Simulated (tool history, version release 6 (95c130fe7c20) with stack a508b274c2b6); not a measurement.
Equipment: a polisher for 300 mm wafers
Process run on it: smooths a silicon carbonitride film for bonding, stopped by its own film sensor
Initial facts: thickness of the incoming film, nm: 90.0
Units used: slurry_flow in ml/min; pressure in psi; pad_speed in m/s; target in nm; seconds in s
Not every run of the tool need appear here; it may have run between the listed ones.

run	hour	slurry_flow	pressure	pad_speed	slurry_solids	target	seconds
1	0	125	2.5	0.78	1	70	72.392
2	3.5	125	2.5	0.9	1	70	66.714
3	9.3	125	2.1	0.9	1	70	74.937
4	9.8	125	2.1	0.9	1	69	79.665
5	15.5	120	1.9	0.78	1	69	95.716
6	17.6	120	1.9	0.9	1	69	86.792
7	20.1	115	1.7	0.8	1	69	105.18
8	29	110	1.6	0.74	1	69	118.48

Run 9 is up next; what results do you expect?
9	36.6	105	1.5	0.7	1	69	?

seconds: 128.33 s
